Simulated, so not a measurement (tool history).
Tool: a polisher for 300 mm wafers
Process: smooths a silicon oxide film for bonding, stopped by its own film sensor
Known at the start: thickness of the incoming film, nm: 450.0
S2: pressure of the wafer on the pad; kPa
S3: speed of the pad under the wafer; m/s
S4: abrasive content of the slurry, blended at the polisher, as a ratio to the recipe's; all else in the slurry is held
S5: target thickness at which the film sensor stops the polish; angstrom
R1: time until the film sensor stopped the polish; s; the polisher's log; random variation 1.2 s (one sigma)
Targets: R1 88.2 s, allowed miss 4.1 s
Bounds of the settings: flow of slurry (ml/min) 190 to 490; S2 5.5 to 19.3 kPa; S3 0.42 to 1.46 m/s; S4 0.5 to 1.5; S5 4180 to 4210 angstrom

Run 1, hour 0: flow of slurry (ml/min) 315, S2 12.4 kPa, S3 0.94 m/s, S4 1, S5 4180 angstrom. Result: R1 46.812 s.
Run 2, hour 6.5: flow of slurry (ml/min) 315, S2 15.2 kPa, S3 0.94 m/s, S4 1, S5 4180 angstrom. Result: R1 41.036 s.
Run 3, hour 10.8: flow of slurry (ml/min) 315, S2 12.4 kPa, S3 0.94 m/s, S4 1, S5 4180 angstrom. Result: R1 47.13 s.
Run 4, hour 19.2: flow of slurry (ml/min) 315, S2 11.7 kPa, S3 0.88 m/s, S4 1, S5 4180 angstrom. Result: R1 49.781 s.
Run 5, hour 20.3: flow of slurry (ml/min) 315, S2 9.7 kPa, S3 0.88 m/s, S4 1, S5 4180 angstrom. Result: R1 55.178 s.
Run 6, hour 25.4: flow of slurry (ml/min) 315, S2 9.7 kPa, S3 0.88 m/s, S4 1, S5 4180 angstrom. Result: R1 56.918 s.
Run 7, hour 32: flow of slurry (ml/min) 315, S2 9 kPa, S3 0.84 m/s, S4 1, S5 4180 angstrom. Result: R1 61.612 s.
Run 8, hour 36.4: flow of slurry (ml/min) 315, S2 8.3 kPa, S3 0.8 m/s, S4 1, S5 4180 angstrom. Result: R1 65.046 s.
Run 9, hour 43.9: flow of slurry (ml/min) 315, S2 7.6 kPa, S3 0.76 m/s, S4 1, S5 4180 angstrom. Result: R1 72.443 s.
Run 10, hour 52.2: flow of slurry (ml/min) 315, S2 7.6 kPa, S3 0.74 m/s, S4 1, S5 4180 angstrom. Result: R1 72.694 s.
Run 11, hour 60.3: flow of slurry (ml/min) 315, S2 7.6 kPa, S3 0.72 m/s, S4 1, S5 4180 angstrom. Result: R1 74.681 s.

Which of these 4 next moves meets every target?
Run A, hour 68.4: flow of slurry (ml/min) 235, S2 11 kPa, S3 0.46 m/s, S4 0.75, S5 4180 angstrom. Result: R1 ?.
Run B, hour 68.4: flow of slurry (ml/min) 280, S2 7.6 kPa, S3 0.62 m/s, S4 0.95, S5 4180 angstrom. Result: R1 ?.
Run C, hour 68.4: flow of slurry (ml/min) 315, S2 6.2 kPa, S3 0.64 m/s, S4 0.85, S5 4180 angstrom. Result: R1 ?.
Run D, hour 68.4: flow of slurry (ml/min) 240, S2 6.9 kPa, S3 0.5 m/s, S4 1.15, S5 4180 angstrom. Result: R1 ?.

move      R1
   A  99.439
   B  85.126
   C  93.965
   D  99.943
A: takes the result that was furthest off past its target
B: meets every target
C: takes the result that was furthest off past its target
D: takes the result that was furthest off past its target
Answer: B
